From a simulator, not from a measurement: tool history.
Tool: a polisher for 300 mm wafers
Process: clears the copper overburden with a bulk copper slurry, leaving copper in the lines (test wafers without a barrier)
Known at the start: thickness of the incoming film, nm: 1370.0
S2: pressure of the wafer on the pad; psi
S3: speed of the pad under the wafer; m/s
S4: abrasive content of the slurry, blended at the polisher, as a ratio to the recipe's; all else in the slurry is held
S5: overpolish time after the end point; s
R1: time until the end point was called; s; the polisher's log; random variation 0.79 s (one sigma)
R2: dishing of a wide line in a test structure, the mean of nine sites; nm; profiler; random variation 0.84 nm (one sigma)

Run 1, hour 0: flow of slurry (ml/min) 135, S2 2.6 psi, S3 1.28 m/s, S4 1, S5 10 s. Result: R1 159.64 s, R2 43.479 nm.
Run 2, hour 5.3: flow of slurry (ml/min) 135, S2 2.6 psi, S3 1.28 m/s, S4 0.95, S5 10 s. Result: R1 157.8 s, R2 45.254 nm.
Run 3, hour 7.2: flow of slurry (ml/min) 155, S2 2.6 psi, S3 1.28 m/s, S4 0.95, S5 10 s. Result: R1 156.97 s, R2 44.918 nm.
Run 4, hour 10.8: flow of slurry (ml/min) 145, S2 3 psi, S3 1.34 m/s, S4 1.15, S5 8 s. Result: R1 127.78 s, R2 44.689 nm.
Run 5, hour 12.2: flow of slurry (ml/min) 145, S2 3.6 psi, S3 1.34 m/s, S4 1.15, S5 8 s. Result: R1 106.69 s, R2 50.659 nm.
Run 6, hour 20.7: flow of slurry (ml/min) 145, S2 3.6 psi, S3 1.64 m/s, S4 1.15, S5 8 s. Result: R1 87.592 s, R2 53.107 nm.
Run 7, hour 25.8: flow of slurry (ml/min) 135, S2 3.6 psi, S3 1.72 m/s, S4 1.15, S5 6 s. Result: R1 86.671 s, R2 48.392 nm.
Run 8, hour 26.6: flow of slurry (ml/min) 145, S2 3.5 psi, S3 1.8 m/s, S4 1.15, S5 5 s. Result: R1 83.354 s, R2 43.054 nm.

Forecast run 9:
At hour 34.9: worn pad replaced by a new one.
Run 9, hour 34.9: flow of slurry (ml/min) 155, S2 3.5 psi, S3 1.8 m/s, S4 1.15, S5 5 s. Result: R1 ?, R2 ?.

Run 9 gave R1 76.621 s, R2 47.141 nm.

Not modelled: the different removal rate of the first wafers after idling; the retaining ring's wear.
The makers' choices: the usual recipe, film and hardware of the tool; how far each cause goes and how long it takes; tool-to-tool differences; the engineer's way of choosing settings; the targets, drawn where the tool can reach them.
